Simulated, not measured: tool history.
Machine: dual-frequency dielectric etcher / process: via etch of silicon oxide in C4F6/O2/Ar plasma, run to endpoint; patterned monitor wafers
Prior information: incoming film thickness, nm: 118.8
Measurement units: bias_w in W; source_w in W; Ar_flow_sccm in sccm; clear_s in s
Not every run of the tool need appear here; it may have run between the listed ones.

run 1 hour=0 | bias_w=500 source_w=350 Ar_flow_sccm=235 | clear_s=24.514
run 2 hour=7.1 | bias_w=458 source_w=350 Ar_flow_sccm=235 | clear_s=25.249
run 3 hour=15 | bias_w=458 source_w=380 Ar_flow_sccm=235 | clear_s=24.567
run 4 hour=20.4 | bias_w=458 source_w=350 Ar_flow_sccm=235 | clear_s=25.28
run 5 hour=25 | bias_w=499 source_w=360 Ar_flow_sccm=234 | clear_s=24.567
run 6 hour=33.4 | bias_w=499 source_w=360 Ar_flow_sccm=204 | clear_s=23.977
run 7 hour=42.1 | bias_w=523 source_w=370 Ar_flow_sccm=203 | clear_s=23.333
run 8 hour=51 | bias_w=537 source_w=370 Ar_flow_sccm=203 | clear_s=23.201

Run 9 comes next. What will it give?
run 9 hour=52.6 | bias_w=550 source_w=370 Ar_flow_sccm=203 | clear_s=?

For run 9 the tool returned clear_s 22.979 s.

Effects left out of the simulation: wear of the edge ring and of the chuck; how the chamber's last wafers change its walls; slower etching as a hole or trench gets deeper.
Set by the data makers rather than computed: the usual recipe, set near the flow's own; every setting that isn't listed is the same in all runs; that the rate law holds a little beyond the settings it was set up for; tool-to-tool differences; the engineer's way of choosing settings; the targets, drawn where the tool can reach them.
